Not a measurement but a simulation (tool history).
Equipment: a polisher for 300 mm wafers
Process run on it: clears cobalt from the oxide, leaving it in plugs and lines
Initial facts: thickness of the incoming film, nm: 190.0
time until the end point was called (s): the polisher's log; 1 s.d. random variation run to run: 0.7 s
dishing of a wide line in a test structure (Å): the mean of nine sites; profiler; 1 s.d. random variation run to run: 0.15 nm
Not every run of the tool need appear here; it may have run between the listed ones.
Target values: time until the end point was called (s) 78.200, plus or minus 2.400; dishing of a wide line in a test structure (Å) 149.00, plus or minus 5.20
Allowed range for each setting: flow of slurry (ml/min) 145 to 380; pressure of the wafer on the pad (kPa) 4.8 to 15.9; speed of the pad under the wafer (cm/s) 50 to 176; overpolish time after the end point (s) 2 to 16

run,hour,flow of slurry (ml/min),pressure of the wafer on the pad (kPa),speed of the pad under the wafer (cm/s),overpolish time after the end point (s),time until the end point was called (s),dishing of a wide line in a test structure (Å)
1,0.0,245,10.3,112,8,48.077,244.59
2,3.1,245,10.3,112,6,47.730,200.41
3,4.8,245,11.7,112,6,42.967,217.86
4,10.6,245,11.7,126,6,37.988,237.78
5,16.1,200,11.7,126,6,38.845,231.53
6,25.1,200,11.7,106,6,46.046,203.47
7,27.0,195,11.0,106,6,48.768,192.49
8,35.1,190,10.3,106,6,52.957,183.70
9,44.1,185,9.7,106,6,54.930,174.60
10,52.4,185,9.0,106,6,59.289,163.88
11,54.6,180,8.3,106,6,65.606,153.10
12,57.2,175,8.3,106,6,66.244,148.24
13,59.3,170,8.3,106,6,65.577,151.43
14,61.7,160,7.6,106,7,72.007,156.51

Exercise: of the 5 proposed moves below, exactly one satisfies all targets within the stated allowed misses. Which move is it?
A,64.1,145,7.6,106,6,?,?
B,64.1,160,8.3,100,7,?,?
C,64.1,215,9.0,78,8,?,?
D,64.1,160,8.3,88,7,?,?
E,64.1,160,6.9,118,7,?,?

move,time until the end point was called (s),dishing of a wide line in a test structure (Å)
A,73.303,138.43
B,70.196,164.23
C,79.060,166.40
D,79.254,148.00
E,71.377,161.92
A: moves toward the targets from the last run without getting all of them in spec
B: misses by more than the last run did
C: the furthest-off result lands on target, but another misses its tolerance
D: every result lands within tolerance
E: misses by more than the last run did
D meets every target.

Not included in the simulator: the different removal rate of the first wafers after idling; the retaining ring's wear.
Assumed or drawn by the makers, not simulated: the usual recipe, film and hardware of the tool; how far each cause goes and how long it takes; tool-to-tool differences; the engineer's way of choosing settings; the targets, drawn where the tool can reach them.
